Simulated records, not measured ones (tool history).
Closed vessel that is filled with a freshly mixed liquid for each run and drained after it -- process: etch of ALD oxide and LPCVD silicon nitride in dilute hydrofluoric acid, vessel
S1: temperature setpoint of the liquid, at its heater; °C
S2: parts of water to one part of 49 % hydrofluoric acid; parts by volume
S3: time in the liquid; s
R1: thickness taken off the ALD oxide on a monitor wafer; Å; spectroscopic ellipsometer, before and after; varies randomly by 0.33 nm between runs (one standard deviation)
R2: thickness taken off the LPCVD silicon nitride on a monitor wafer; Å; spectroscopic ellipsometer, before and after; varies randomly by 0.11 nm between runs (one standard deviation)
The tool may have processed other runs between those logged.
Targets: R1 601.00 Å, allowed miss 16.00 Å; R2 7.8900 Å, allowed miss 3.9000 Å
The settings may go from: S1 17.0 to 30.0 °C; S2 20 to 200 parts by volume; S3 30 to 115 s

run  hour    S1   S2  S3      R1      R2
  1   0.0  22.0  110  60  151.99  2.5444
  2   1.0  23.0   95  60  187.34  2.2959
  3   8.8  23.5   85  60  214.31  3.1521
  4  13.8  24.5   75  60  257.58  4.0394
  5  15.7  26.5   75  60  277.33  4.3728
  6  20.3  27.0   65  60  330.23  4.9076
  7  21.3  27.5   60  60  370.49  4.7304
  8  23.9  28.0   55  60  414.90  5.5399
  9  31.2  28.5   50  60  467.63  5.9619
 10  38.9  29.5   45  60  540.60  9.8284

Which one of the following 4 next-run settings gets every result inside its allowed miss? There is exactly one.
  A  46.6  24.0  40  70   ?   ?
  B  46.6  23.5  35  65   ?   ?
  C  46.6  25.5  45  75   ?   ?
  D  46.6  25.0  55  90   ?   ?

move      R1      R2
   A  567.87  6.3798
   B  594.16  6.5200
   C  571.37  6.7401
   D  542.20  6.4250
A: closes in on the targets versus the last run, not all within tolerance yet
B: in spec on every target
C: closes in on the targets versus the last run, not all within tolerance yet
D: as far off as the last run
Move B is the one to make.

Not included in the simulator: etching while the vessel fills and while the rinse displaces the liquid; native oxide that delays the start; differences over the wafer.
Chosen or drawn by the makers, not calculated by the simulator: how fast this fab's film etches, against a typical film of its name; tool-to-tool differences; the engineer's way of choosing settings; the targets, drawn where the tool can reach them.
